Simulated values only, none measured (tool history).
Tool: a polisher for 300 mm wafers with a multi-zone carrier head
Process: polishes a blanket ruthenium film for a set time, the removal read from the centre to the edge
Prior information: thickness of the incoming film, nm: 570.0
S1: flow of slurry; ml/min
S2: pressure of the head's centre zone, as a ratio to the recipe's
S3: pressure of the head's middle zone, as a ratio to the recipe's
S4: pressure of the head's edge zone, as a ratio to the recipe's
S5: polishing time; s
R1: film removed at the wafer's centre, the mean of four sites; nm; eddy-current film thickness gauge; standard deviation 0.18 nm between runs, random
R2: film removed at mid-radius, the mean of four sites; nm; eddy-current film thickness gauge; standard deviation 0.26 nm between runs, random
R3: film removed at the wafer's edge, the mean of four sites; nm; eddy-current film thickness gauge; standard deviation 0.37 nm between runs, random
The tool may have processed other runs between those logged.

run 1 hour=0 | S1=250 S2=1 S3=1 S4=1 S5=39 | R1=43.813 R2=41.843 R3=41.844
run 2 hour=5.3 | S1=245 S2=0.97 S3=0.99 S4=0.97 S5=37 | R1=40.072 R2=39.203 R3=39.587
run 3 hour=12.2 | S1=245 S2=0.96 S3=1 S4=0.95 S5=35 | R1=37.881 R2=37.083 R3=36.439
run 4 hour=14.4 | S1=245 S2=0.96 S3=1 S4=0.91 S5=35 | R1=37.621 R2=36.822 R3=36.559
run 5 hour=16.6 | S1=240 S2=0.94 S3=1.01 S4=0.9 S5=34 | R1=35.658 R2=36.15 R3=35.464
run 6 hour=25.5 | S1=240 S2=0.93 S3=1.01 S4=0.89 S5=33 | R1=34.376 R2=35.544 R3=33.865
run 7 hour=30.9 | S1=235 S2=0.91 S3=1 S4=0.88 S5=32 | R1=32.191 R2=34.014 R3=32.307
run 8 hour=36.4 | S1=225 S2=0.9 S3=0.99 S4=0.87 S5=32 | R1=31.709 R2=33.57 R3=32.235
run 9 hour=41.6 | S1=220 S2=0.89 S3=0.98 S4=0.86 S5=32 | R1=31.477 R2=33.624 R3=32.015
run 10 hour=45.6 | S1=215 S2=0.88 S3=0.97 S4=0.85 S5=32 | R1=30.949 R2=32.436 R3=31.464

Run 11 is up next; what results do you expect?
run 11 hour=52 | S1=180 S2=0.82 S3=0.99 S4=0.81 S5=30 | R1=? R2=? R3=?

For run 11 the tool returned R1 25.984 nm, R2 29.664 nm, R3 28.796 nm.

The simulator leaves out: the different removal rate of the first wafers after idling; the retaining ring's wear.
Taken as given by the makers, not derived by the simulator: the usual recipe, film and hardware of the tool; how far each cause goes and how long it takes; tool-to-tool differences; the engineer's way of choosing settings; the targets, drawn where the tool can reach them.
